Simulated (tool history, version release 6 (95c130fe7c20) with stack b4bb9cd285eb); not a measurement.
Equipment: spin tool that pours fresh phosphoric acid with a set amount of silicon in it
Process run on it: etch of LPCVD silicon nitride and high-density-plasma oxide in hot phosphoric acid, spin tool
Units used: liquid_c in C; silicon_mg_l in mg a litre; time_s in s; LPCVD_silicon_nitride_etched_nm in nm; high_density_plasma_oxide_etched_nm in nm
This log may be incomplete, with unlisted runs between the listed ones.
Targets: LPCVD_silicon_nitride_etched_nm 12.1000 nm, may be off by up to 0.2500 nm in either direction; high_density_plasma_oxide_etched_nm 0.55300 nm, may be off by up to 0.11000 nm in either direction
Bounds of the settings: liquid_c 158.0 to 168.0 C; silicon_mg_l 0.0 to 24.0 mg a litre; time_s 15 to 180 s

run,hour,liquid_c,silicon_mg_l,time_s,LPCVD_silicon_nitride_etched_nm,high_density_plasma_oxide_etched_nm
1,0.0,163.0,10.5,90,8.4331,0.51010
2,6.0,164.0,15.0,100,9.5447,0.59392
3,13.8,164.0,15.0,80,7.8111,0.44491
4,15.1,164.0,18.0,95,9.2288,0.41426
5,21.8,165.5,18.0,95,9.6694,0.55633
6,27.3,165.5,20.0,100,10.3140,0.47923
7,30.2,166.0,21.0,105,10.7960,0.53868
8,38.3,166.0,22.0,110,11.3710,0.56653
9,45.2,166.0,22.5,110,11.2950,0.51119
10,52.5,166.5,23.0,110,11.6360,0.55166
11,56.2,166.5,23.5,110,11.5640,0.50264
12,60.0,167.0,23.5,110,11.8000,0.62683

Which of these 5 next moves meets every target?
A,63.8,168.0,15.5,110,?,?
B,63.8,168.0,17.0,110,?,?
C,63.8,168.0,15.0,110,?,?
D,63.8,168.0,23.0,105,?,?
E,63.8,165.5,23.0,120,?,?

move,LPCVD_silicon_nitride_etched_nm,high_density_plasma_oxide_etched_nm
A,12.0900,0.74273
B,12.0900,0.71453
C,12.0900,0.75213
D,11.5400,0.57436
E,12.1580,0.54849
A: the furthest-off result lands on target, but another misses its tolerance
B: the furthest-off result lands on target, but another misses its tolerance
C: the furthest-off result lands on target, but another misses its tolerance
D: lands further from the targets than the last run did
E: all results land within tolerance of their targets
Answer: E

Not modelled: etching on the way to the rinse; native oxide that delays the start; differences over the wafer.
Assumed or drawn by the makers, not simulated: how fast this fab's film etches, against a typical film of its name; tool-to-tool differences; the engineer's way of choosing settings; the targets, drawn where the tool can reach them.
